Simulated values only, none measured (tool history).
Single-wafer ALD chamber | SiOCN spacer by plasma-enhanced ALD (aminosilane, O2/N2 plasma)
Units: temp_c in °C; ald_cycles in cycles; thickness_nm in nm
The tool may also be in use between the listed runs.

run	hour	temp_c	ald_cycles	thickness_nm
1	0.0	405	73	4.0820
2	6.8	403	74	4.1444
3	8.0	402	75	4.2691
4	15.3	402	79	4.5045
5	22.7	392	79	4.4826
6	30.5	392	80	4.5754

Forecast run 7:
7	36.0	392	81	?

Run 7 gave thickness_nm 4.6326 nm.
